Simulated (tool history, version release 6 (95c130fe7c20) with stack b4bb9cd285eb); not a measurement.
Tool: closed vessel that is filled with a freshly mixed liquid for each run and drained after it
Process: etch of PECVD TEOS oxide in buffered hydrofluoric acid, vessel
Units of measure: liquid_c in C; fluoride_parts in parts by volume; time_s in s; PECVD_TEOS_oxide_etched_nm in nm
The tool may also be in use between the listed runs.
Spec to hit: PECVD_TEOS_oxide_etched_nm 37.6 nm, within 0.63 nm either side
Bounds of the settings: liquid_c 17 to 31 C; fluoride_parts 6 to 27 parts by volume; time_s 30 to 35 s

{"run": 1, "hour": 0.0, "liquid_c": 23, "fluoride_parts": 16.5, "time_s": 35, "PECVD_TEOS_oxide_etched_nm": 45.724}
{"run": 2, "hour": 3.9, "liquid_c": 22, "fluoride_parts": 16.5, "time_s": 35, "PECVD_TEOS_oxide_etched_nm": 42.888}
{"run": 3, "hour": 8.2, "liquid_c": 22, "fluoride_parts": 16.5, "time_s": 30, "PECVD_TEOS_oxide_etched_nm": 36.69}
{"run": 4, "hour": 16.8, "liquid_c": 22, "fluoride_parts": 16.5, "time_s": 35, "PECVD_TEOS_oxide_etched_nm": 43.382}
{"run": 5, "hour": 24.4, "liquid_c": 21.5, "fluoride_parts": 16.5, "time_s": 35, "PECVD_TEOS_oxide_etched_nm": 41.314}
{"run": 6, "hour": 32.2, "liquid_c": 21, "fluoride_parts": 16.5, "time_s": 35, "PECVD_TEOS_oxide_etched_nm": 40.893}
{"run": 7, "hour": 40.3, "liquid_c": 20.5, "fluoride_parts": 16.5, "time_s": 35, "PECVD_TEOS_oxide_etched_nm": 39.304}
{"run": 8, "hour": 45.8, "liquid_c": 20, "fluoride_parts": 16.5, "time_s": 35, "PECVD_TEOS_oxide_etched_nm": 38.596}

5 next moves are on the table. One of them brings every result within its allowed miss. Which?
{"run": "A", "hour": 51.3, "liquid_c": 20.5, "fluoride_parts": 17.5, "time_s": 35, "PECVD_TEOS_oxide_etched_nm": "?"}
{"run": "B", "hour": 51.3, "liquid_c": 20.5, "fluoride_parts": 16.5, "time_s": 35, "PECVD_TEOS_oxide_etched_nm": "?"}
{"run": "C", "hour": 51.3, "liquid_c": 19.5, "fluoride_parts": 17, "time_s": 35, "PECVD_TEOS_oxide_etched_nm": "?"}
{"run": "D", "hour": 51.3, "liquid_c": 23, "fluoride_parts": 16.5, "time_s": 30, "PECVD_TEOS_oxide_etched_nm": "?"}
{"run": "E", "hour": 51.3, "liquid_c": 22, "fluoride_parts": 17, "time_s": 30, "PECVD_TEOS_oxide_etched_nm": "?"}

move=A PECVD_TEOS_oxide_etched_nm=37.45
move=B PECVD_TEOS_oxide_etched_nm=39.687
move=C PECVD_TEOS_oxide_etched_nm=36.434
move=D PECVD_TEOS_oxide_etched_nm=39.077
move=E PECVD_TEOS_oxide_etched_nm=35.907
A: meets every target
B: the biggest miss grows against the last run
C: the result that was furthest off in the last run now lies on the other side of its target
D: the biggest miss grows against the last run
E: the result that was furthest off in the last run now lies on the other side of its target
Go with A: it meets all targets.

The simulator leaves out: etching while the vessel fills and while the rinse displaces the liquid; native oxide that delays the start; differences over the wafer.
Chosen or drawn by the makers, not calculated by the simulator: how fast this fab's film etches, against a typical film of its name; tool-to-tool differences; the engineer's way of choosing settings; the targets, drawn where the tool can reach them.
